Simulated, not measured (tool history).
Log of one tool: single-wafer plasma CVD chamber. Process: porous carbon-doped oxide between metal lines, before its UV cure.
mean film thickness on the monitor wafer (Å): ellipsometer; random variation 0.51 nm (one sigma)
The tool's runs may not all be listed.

run,hour,heater temperature setpoint (K),RF power (W),deposition time (s),mean film thickness on the monitor wafer (Å)
1,0,578.15,590,21.4,1282.6
2,1,582.15,570,21.3,1228.1
3,2.5,585.15,550,21.2,1181.7
4,4.2,585.15,580,21.2,1225.5
5,8.5,587.15,555,21.1,1155.6
6,9.6,589.15,550,21.1,1144
7,10.3,591.15,545,21.1,1127.2

Run 8 comes next. What will it give?
8,14.3,593.15,540,21.1,?

mean film thickness on the monitor wafer (Å): 1114
